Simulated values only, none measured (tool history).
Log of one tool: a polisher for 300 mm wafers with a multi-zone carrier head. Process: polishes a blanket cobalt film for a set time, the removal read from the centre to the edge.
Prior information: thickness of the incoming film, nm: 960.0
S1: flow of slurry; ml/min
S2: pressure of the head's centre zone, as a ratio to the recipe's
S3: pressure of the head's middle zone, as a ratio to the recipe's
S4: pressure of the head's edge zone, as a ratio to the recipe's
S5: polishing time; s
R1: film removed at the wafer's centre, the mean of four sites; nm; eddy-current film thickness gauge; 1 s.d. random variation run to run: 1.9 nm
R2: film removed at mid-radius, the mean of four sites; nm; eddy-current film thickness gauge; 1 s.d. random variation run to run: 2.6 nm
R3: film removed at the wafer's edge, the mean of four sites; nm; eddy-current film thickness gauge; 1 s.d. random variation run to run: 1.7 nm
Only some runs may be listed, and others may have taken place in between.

{"run": 1, "hour": 0.0, "S1": 145, "S2": 1, "S3": 1, "S4": 1, "S5": 53, "R1": 208.37, "R2": 217.98, "R3": 206.33}
{"run": 2, "hour": 1.5, "S1": 145, "S2": 1, "S3": 1, "S4": 1.09, "S5": 53, "R1": 210.9, "R2": 209.47, "R3": 216.7}
{"run": 3, "hour": 3.7, "S1": 160, "S2": 1, "S3": 1, "S4": 1.09, "S5": 53, "R1": 217.95, "R2": 214.38, "R3": 220.85}
{"run": 4, "hour": 11.3, "S1": 145, "S2": 1, "S3": 1, "S4": 1.09, "S5": 53, "R1": 207.39, "R2": 219.91, "R3": 217.25}
{"run": 5, "hour": 13.0, "S1": 145, "S2": 1.07, "S3": 1, "S4": 1.09, "S5": 53, "R1": 225.49, "R2": 216.24, "R3": 218.3}
{"run": 6, "hour": 20.2, "S1": 140, "S2": 1.05, "S3": 1, "S4": 1.08, "S5": 53, "R1": 218.86, "R2": 212, "R3": 216.06}
{"run": 7, "hour": 28.7, "S1": 135, "S2": 1.03, "S3": 1, "S4": 1.06, "S5": 53, "R1": 212.56, "R2": 212.54, "R3": 213.49}
{"run": 8, "hour": 36.1, "S1": 130, "S2": 1.01, "S3": 1, "S4": 1.04, "S5": 53, "R1": 209.23, "R2": 211.56, "R3": 212.49}
{"run": 9, "hour": 41.4, "S1": 130, "S2": 0.99, "S3": 1, "S4": 1.02, "S5": 52, "R1": 199.97, "R2": 205.07, "R3": 205.81}
{"run": 10, "hour": 44.2, "S1": 130, "S2": 0.98, "S3": 1.01, "S4": 1, "S5": 52, "R1": 197.8, "R2": 206.69, "R3": 200.95}
{"run": 11, "hour": 45.6, "S1": 125, "S2": 0.97, "S3": 1.02, "S4": 0.99, "S5": 52, "R1": 192.14, "R2": 206.92, "R3": 195.79}

For run 12, what comes out?
{"run": 12, "hour": 47.4, "S1": 120, "S2": 0.96, "S3": 1.02, "S4": 0.99, "S5": 52, "R1": "?", "R2": "?", "R3": "?"}

Run 12 produced R1 186.57 nm, R2 200.87 nm, R3 200.36 nm.
